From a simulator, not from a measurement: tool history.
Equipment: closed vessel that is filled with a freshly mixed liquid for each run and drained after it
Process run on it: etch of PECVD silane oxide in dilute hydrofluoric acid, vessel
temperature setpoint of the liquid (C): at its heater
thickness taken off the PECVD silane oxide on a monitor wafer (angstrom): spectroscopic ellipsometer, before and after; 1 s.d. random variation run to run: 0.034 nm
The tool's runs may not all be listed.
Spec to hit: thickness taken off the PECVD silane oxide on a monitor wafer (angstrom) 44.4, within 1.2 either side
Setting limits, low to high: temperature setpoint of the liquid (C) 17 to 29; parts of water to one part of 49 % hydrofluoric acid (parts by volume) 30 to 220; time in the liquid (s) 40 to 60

| run | hour | temperature setpoint of the liquid (C) | parts of water to one part of 49 % hydrofluoric acid (parts by volume) | time in the liquid (s) | thickness taken off the PECVD silane oxide on a monitor wafer (angstrom) |
|---|---|---|---|---|---|
| 1 | 0 | 21 | 125 | 60 | 56.358 |
| 2 | 5.5 | 24.5 | 125 | 60 | 65.88 |
| 3 | 12.4 | 21.5 | 125 | 60 | 58.144 |
| 4 | 19.8 | 20 | 130 | 60 | 52.326 |
| 5 | 29 | 19 | 130 | 60 | 50.028 |
| 6 | 33.4 | 18.5 | 130 | 60 | 49.441 |
| 7 | 37.4 | 18 | 130 | 60 | 48.318 |
| 8 | 41.7 | 17.5 | 130 | 60 | 47.493 |

4 candidate next runs follow, results not yet known. Just one meets every target within its allowed miss. Identify it.
| A | 46 | 17 | 135 | 60 | ? |
| B | 46 | 17 | 130 | 60 | ? |
| C | 46 | 17.5 | 100 | 40 | ? |
| D | 46 | 19.5 | 110 | 40 | ? |

| move | thickness taken off the PECVD silane oxide on a monitor wafer (angstrom) |
|---|---|
| A | 44.773 |
| B | 46.726 |
| C | 42.638 |
| D | 41.669 |
A: all results land within tolerance of their targets
B: closer than the last run, but not yet in spec
C: moves the result that the last run missed by most past its target, out the other side
D: moves the result that the last run missed by most past its target, out the other side
A meets every target.

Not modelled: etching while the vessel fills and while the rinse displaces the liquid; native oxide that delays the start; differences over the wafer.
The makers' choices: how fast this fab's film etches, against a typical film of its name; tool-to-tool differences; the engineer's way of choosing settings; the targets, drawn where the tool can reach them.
